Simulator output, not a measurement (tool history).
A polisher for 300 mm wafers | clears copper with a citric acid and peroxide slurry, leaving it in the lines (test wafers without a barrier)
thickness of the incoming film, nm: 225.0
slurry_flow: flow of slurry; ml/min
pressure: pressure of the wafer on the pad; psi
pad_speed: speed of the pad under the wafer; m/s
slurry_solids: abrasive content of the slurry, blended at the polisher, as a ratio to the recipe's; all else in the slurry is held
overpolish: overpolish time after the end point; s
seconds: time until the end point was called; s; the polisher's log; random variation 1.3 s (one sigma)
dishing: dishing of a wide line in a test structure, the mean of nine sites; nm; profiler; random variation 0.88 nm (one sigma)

run,hour,slurry_flow,pressure,pad_speed,slurry_solids,overpolish,seconds,dishing
1,0,190,4.1,1.06,1,21,77.676,42.145
2,0.6,190,4.8,1.06,1,21,68.64,49.638
3,8.2,190,4.8,0.86,1,21,81.873,40.983
4,14.4,190,4.8,1.04,1,21,66.816,48.427
5,15.3,190,4.7,1.04,1,25,68.936,55.822
6,21.4,190,4.7,0.78,1,25,92.206,42.478
7,22,185,5,0.78,1,28,89.218,49.689

Forecast run 8:
8,24.6,185,5.3,0.78,1,30,?,?

{"run 8": {"seconds": 83.118, "dishing": 56.494}}

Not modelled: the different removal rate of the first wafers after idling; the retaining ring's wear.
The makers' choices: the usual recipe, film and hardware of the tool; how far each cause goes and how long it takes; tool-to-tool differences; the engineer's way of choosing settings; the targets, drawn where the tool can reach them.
